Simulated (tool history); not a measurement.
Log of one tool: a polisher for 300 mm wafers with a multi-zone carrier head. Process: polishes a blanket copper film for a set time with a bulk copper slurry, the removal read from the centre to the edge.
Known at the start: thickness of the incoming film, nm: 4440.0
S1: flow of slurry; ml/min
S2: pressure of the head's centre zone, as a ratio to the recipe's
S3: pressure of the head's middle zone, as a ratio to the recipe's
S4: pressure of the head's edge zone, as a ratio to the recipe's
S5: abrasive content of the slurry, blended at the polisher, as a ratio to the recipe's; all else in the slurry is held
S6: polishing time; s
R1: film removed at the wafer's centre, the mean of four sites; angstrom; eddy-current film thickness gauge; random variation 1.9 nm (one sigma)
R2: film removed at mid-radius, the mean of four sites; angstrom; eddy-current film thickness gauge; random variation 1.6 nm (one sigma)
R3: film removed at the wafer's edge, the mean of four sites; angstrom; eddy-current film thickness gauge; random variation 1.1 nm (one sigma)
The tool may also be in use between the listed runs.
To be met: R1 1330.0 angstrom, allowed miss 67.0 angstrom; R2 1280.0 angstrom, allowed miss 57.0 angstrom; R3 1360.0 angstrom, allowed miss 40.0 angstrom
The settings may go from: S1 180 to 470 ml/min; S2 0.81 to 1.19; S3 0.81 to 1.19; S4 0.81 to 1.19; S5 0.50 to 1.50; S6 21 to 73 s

run   hour   S1    S2    S3    S4    S5  S6      R1      R2      R3
  1    0.0  300  1.00  1.00  1.00  1.00  47  2321.4  2403.2  2270.9
  2    3.7  300  1.00  1.00  1.04  1.00  47  2336.3  2372.4  2342.6
  3    7.5  300  1.00  1.00  1.04  1.00  39  1962.7  1986.5  1927.5
  4   13.7  295  0.99  0.98  1.03  0.95  38  1836.6  1887.7  1856.4
  5   17.8  295  0.99  0.96  1.02  0.90  37  1765.8  1729.9  1779.6
  6   25.6  295  0.99  0.96  0.96  0.90  37  1751.5  1746.8  1727.2
  7   26.7  295  0.99  0.95  0.95  0.85  36  1693.4  1665.5  1666.4
  8   32.6  295  0.99  0.94  0.94  0.80  36  1626.4  1614.5  1582.3
  9   37.0  295  0.98  0.93  0.93  0.75  36  1569.7  1580.7  1532.3
 10   42.4  290  0.98  0.92  0.93  0.75  36  1591.4  1539.8  1555.3
 11   48.9  290  0.97  0.91  0.92  0.70  36  1541.3  1469.7  1491.3
 12   50.8  290  0.96  0.90  0.91  0.70  36  1514.0  1461.7  1488.6
 13   57.7  275  0.91  0.81  0.85  0.50  35  1223.2  1145.4  1189.9
 14   63.4  275  0.91  0.81  0.85  0.50  35  1170.6  1143.5  1202.8
 15   64.7  275  0.91  0.81  0.85  0.50  35  1197.6  1158.0  1216.7
 16   71.7  280  0.91  0.82  0.86  0.50  35  1194.7  1140.0  1219.0
 17   74.1  280  0.93  0.89  0.92  0.75  37  1491.1  1586.9  1574.4
 18   75.5  280  0.93  0.88  0.92  0.75  37  1547.0  1492.6  1599.0
 19   76.1  280  0.92  0.86  0.91  0.65  37  1457.4  1418.7  1460.0
 20   83.2  280  0.92  0.85  0.90  0.65  37  1445.6  1400.2  1472.9
 21   89.6  270  0.91  0.82  0.85  0.50  35  1211.6  1151.2  1213.7
 22   95.8  270  0.91  0.83  0.86  0.50  35  1211.7  1138.3  1213.4
 23   99.1  280  0.91  0.83  0.87  0.50  35  1206.1  1155.7  1225.8
 24  107.4  280  0.91  0.84  0.88  0.50  35  1217.3  1172.6  1222.2
 25  111.4  280  0.91  0.84  0.89  0.50  35  1197.3  1165.7  1244.6
 26  117.0  280  0.91  0.84  0.89  0.50  35  1159.0  1154.3  1227.1

4 next moves are on the table. One of them brings every result within its allowed miss. Which?
  A  122.6  255  1.05  0.81  0.86  0.55  31   ?   ?   ?
  B  122.6  335  1.03  1.01  0.81  0.70  32   ?   ?   ?
  C  122.6  275  0.91  0.82  0.87  0.60  36   ?   ?   ?
  D  122.6  280  1.04  0.86  0.81  0.50  37   ?   ?   ?

move      R1      R2      R3
   A  1227.6  1029.4  1124.8
   B  1423.4  1455.0  1276.3
   C  1296.5  1268.0  1374.6
   D  1402.1  1245.0  1256.9
A: further off than the last run
B: nearer than the last run, and not there yet
C: meets every target
D: nearer than the last run, and not there yet
Move C is the one to make.

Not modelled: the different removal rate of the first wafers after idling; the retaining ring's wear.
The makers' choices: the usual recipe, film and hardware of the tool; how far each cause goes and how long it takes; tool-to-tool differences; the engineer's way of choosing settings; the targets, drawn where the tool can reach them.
